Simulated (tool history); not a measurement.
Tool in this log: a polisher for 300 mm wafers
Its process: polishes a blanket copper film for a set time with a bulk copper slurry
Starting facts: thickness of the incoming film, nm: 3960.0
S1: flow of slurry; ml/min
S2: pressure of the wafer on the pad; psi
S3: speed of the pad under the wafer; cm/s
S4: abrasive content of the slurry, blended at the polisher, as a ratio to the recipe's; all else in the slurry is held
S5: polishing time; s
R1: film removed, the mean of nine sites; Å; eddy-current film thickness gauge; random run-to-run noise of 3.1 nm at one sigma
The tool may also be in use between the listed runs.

run 1 hour=0 | S1=215 S2=3 S3=104 S4=1 S5=30 | R1=3035.3
run 2 hour=1.3 | S1=215 S2=3 S3=104 S4=1.15 S5=30 | R1=3251.3
run 3 hour=8.7 | S1=215 S2=3.2 S3=104 S4=1.15 S5=30 | R1=3436.9
run 4 hour=10.4 | S1=215 S2=3.2 S3=130 S4=1.15 S5=30 | R1=4219.6
run 5 hour=17 | S1=215 S2=2.9 S3=130 S4=1.15 S5=30 | R1=3970.9
run 6 hour=22.4 | S1=215 S2=2.2 S3=130 S4=1.15 S5=30 | R1=2945.2
run 7 hour=24.7 | S1=215 S2=2.1 S3=130 S4=1.15 S5=30 | R1=2875.8
run 8 hour=29.8 | S1=215 S2=2 S3=130 S4=1.15 S5=30 | R1=2662.8

For run 9, what comes out?
run 9 hour=37.7 | S1=215 S2=1.9 S3=130 S4=1.15 S5=30 | R1=?

R1: 2642.5 Å
